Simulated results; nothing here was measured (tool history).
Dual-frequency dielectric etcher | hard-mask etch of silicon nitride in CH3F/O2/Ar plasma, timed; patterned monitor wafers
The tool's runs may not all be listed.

run,hour,source power (W),bias power (W),etch time (s),mean etch depth across the wafer (nm)
1,0,370,56,165,110.88
2,4.1,350,52,162,104.8
3,10.1,390,52,162,109.55
4,19,390,44,162,104.64
5,25,390,44,165,106.37
6,28.2,430,44,165,110.56
7,36.4,430,44,165,110.59
8,37.6,400,42,162,104.08
9,42.4,380,40,161,99.96
10,44.7,380,40,161,99.749
11,47.3,360,39,160.5,96.703
12,55.1,340,38,160,93.773

The next listed run, before its measurement:
13,61.7,270,34,157.5,?

Run 13 gave mean etch depth across the wafer (nm) 82.14.
